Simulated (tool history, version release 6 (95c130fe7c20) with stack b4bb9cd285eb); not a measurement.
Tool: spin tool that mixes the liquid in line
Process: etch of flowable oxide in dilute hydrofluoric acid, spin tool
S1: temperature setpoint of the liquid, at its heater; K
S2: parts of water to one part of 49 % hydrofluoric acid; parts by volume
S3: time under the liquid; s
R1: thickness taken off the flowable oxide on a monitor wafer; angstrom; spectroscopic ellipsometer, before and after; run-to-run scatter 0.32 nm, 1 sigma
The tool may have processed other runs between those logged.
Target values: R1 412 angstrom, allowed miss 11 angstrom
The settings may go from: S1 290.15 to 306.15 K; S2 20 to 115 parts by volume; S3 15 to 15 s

| run | hour | S1 | S2 | S3 | R1 |
|---|---|---|---|---|---|
| 1 | 0 | 298.15 | 65 | 15 | 174.9 |
| 2 | 6.7 | 298.15 | 80 | 15 | 137.82 |
| 3 | 9.6 | 299.65 | 70 | 15 | 168.83 |
| 4 | 18.5 | 297.65 | 70 | 15 | 156.79 |
|  | 22.3 | hydrofluoric acid flow meter replaced |
| 5 | 22.3 | 299.65 | 60 | 15 | 187.46 |
| 6 | 28 | 299.65 | 60 | 15 | 188.84 |
| 7 | 34.6 | 303.65 | 35 | 15 | 395.1 |
| 8 | 42.7 | 303.65 | 35 | 15 | 399.56 |

Consider the 5 candidate settings below. Which is the only one whose results all fall within their allowed miss of target?
| A | 50.8 | 304.65 | 35 | 15 | ? |
| B | 50.8 | 305.65 | 40 | 15 | ? |
| C | 50.8 | 303.15 | 35 | 15 | ? |
| D | 50.8 | 306.15 | 40 | 15 | ? |
| E | 50.8 | 298.65 | 30 | 15 | ? |

| move | R1 |
|---|---|
| A | 409.35 |
| B | 369.42 |
| C | 385.74 |
| D | 376.65 |
| E | 377.68 |
A: all results land within tolerance of their targets
B: further off than the last run
C: further off than the last run
D: further off than the last run
E: further off than the last run
The move that meets every target is A.
